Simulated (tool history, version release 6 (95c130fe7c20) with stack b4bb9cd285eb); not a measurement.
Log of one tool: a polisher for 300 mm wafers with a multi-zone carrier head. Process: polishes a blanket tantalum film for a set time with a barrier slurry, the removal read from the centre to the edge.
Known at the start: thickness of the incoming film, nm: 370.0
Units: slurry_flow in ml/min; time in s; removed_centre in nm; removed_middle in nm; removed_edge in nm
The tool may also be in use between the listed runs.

| run | hour | slurry_flow | centre_zone | middle_zone | edge_zone | slurry_solids | time | removed_centre | removed_middle | removed_edge |
|---|---|---|---|---|---|---|---|---|---|---|
| 1 | 0.0 | 215 | 1.00 | 1.00 | 1.00 | 1.00 | 60 | 147.95 | 148.380 | 146.200 |
| 2 | 8.5 | 215 | 1.00 | 1.00 | 1.00 | 0.85 | 60 | 143.10 | 143.830 | 143.020 |
| 3 | 9.9 | 210 | 1.00 | 0.98 | 0.98 | 0.80 | 57 | 138.49 | 136.030 | 131.150 |
| 4 | 13.9 | 205 | 0.99 | 0.96 | 1.00 | 0.75 | 54 | 126.22 | 119.790 | 129.770 |
| 5 | 22.6 | 205 | 0.99 | 0.96 | 1.00 | 0.95 | 54 | 132.72 | 126.220 | 131.320 |
| 6 | 27.3 | 200 | 0.98 | 0.94 | 0.98 | 0.90 | 52 | 123.19 | 118.880 | 125.260 |
| 7 | 34.4 | 200 | 0.98 | 0.92 | 0.96 | 0.85 | 50 | 120.09 | 112.010 | 117.940 |
| 8 | 37.7 | 200 | 0.97 | 0.91 | 0.95 | 0.80 | 49 | 114.32 | 105.710 | 114.520 |
| 9 | 41.4 | 200 | 0.97 | 0.90 | 0.93 | 0.75 | 48 | 111.70 | 103.300 | 109.880 |
| 10 | 43.9 | 200 | 0.97 | 0.89 | 0.92 | 0.70 | 48 | 110.93 | 102.460 | 105.890 |
| 11 | 52.7 | 200 | 0.97 | 0.89 | 0.92 | 0.70 | 48 | 108.55 | 101.180 | 106.040 |
| 12 | 60.1 | 195 | 0.97 | 0.88 | 0.91 | 0.65 | 48 | 104.35 | 98.988 | 105.510 |
| 13 | 62.0 | 195 | 0.98 | 0.87 | 0.90 | 0.65 | 47 | 107.20 | 96.597 | 104.710 |
| 14 | 65.1 | 195 | 0.98 | 0.86 | 0.89 | 0.60 | 47 | 105.43 | 93.729 | 101.110 |
| 15 | 67.8 | 190 | 0.98 | 0.85 | 0.88 | 0.60 | 47 | 106.26 | 93.196 | 101.330 |
| 16 | 69.2 | 190 | 0.97 | 0.84 | 0.87 | 0.60 | 47 | 103.32 | 92.146 | 97.616 |
| 17 | 71.7 | 185 | 0.97 | 0.83 | 0.87 | 0.60 | 47 | 104.08 | 90.794 | 100.450 |
| 18 | 77.8 | 185 | 0.97 | 0.83 | 0.86 | 0.60 | 47 | 103.53 | 90.685 | 98.514 |
| 19 | 81.6 | 180 | 0.97 | 0.83 | 0.86 | 0.60 | 47 | 105.12 | 90.497 | 96.321 |

Run 20 comes next. What will it give?
| 20 | 86.0 | 180 | 0.96 | 0.83 | 0.86 | 0.60 | 47 | ? | ? | ? |

removed_centre: 102.48 nm
removed_middle: 90.254 nm
removed_edge: 99.187 nm
